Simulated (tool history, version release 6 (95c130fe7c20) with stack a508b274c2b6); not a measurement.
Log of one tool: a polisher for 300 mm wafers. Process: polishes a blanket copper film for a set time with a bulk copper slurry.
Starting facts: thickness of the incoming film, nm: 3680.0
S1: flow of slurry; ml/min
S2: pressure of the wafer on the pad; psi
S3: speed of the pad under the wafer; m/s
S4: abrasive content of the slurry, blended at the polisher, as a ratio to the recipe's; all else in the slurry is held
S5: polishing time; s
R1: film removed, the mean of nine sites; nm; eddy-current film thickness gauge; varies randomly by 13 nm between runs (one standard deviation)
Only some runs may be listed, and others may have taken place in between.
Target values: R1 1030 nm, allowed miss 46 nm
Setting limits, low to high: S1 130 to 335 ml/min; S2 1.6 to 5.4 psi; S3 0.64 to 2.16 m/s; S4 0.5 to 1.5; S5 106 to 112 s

run,hour,S1,S2,S3,S4,S5,R1
1,0,215,3.5,1.4,1,106,1567.5
2,5.2,215,3.5,1.68,1,106,1920.3
3,8.8,235,3.5,1.68,1,106,1905.2
4,9.8,235,3.5,1.98,1,106,2263.5
5,12,235,3.5,2.16,1,106,2441.5
6,14.7,235,3.1,2.16,1,106,2201.6
7,19.1,235,2.7,2,1,106,1711.9
8,23.4,235,2.4,1.94,1,106,1545.9
9,27.4,235,2.2,1.86,1,106,1358.6
10,33.6,230,1.6,1.72,1,106,903.21

5 candidate next runs follow, results not yet known. Just one meets every target within its allowed miss. Identify it.
A,39.8,285,1.7,1.46,1.1,107,?
B,39.8,275,1.7,1.4,0.8,112,?
C,39.8,250,1.7,1.44,1.2,107,?
D,39.8,285,1.9,1.44,1.15,112,?
E,39.8,190,1.8,1.4,1,108,?

move,R1
A,883.66
B,832.53
C,874.84
D,1022.6
E,842.98
A: the biggest miss grows against the last run
B: the biggest miss grows against the last run
C: the biggest miss grows against the last run
D: every result within its allowed miss
E: the biggest miss grows against the last run
Answer: D

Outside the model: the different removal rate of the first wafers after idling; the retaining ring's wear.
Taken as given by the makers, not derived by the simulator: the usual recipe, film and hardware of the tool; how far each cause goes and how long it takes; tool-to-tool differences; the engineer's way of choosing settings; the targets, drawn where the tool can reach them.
